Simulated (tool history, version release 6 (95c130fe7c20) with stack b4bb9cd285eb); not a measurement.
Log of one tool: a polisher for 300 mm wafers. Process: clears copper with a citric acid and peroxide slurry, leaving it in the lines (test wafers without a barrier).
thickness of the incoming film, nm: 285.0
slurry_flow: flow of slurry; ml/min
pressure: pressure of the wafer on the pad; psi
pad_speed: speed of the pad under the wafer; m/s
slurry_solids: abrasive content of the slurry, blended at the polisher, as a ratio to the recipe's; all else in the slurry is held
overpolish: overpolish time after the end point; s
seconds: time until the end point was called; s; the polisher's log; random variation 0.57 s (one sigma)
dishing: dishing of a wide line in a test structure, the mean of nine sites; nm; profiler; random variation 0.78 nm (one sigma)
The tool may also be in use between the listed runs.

run,day,slurry_flow,pressure,pad_speed,slurry_solids,overpolish,seconds,dishing
1,0,315,3.7,1.14,1,14,116.08,20.346
2,0.208,315,3.7,1.14,1.2,14,113.94,21.696
3,0.529,315,3.7,0.88,1.2,14,142.2,18.089
4,0.708,320,4.4,0.98,1.2,15,110.11,23.646
5,0.8,320,4.4,0.98,1.1,15,112.58,22.074
6,0.992,325,4.9,1.08,1.1,15,95.412,26.043
7,1.046,325,5.2,1.18,1.1,15,82.842,27.184
8,1.075,330,5.4,1.24,1.1,16,75.697,31.029
9,1.396,330,5.5,1.28,1.1,16,72.135,30.349
10,1.438,330,5.6,1.3,1.1,17,69.597,32.046

The next listed run, before its measurement:
11,1.538,330,5.7,1.32,1.1,18,?,?

seconds: 68.419 s
dishing: 32.66 nm

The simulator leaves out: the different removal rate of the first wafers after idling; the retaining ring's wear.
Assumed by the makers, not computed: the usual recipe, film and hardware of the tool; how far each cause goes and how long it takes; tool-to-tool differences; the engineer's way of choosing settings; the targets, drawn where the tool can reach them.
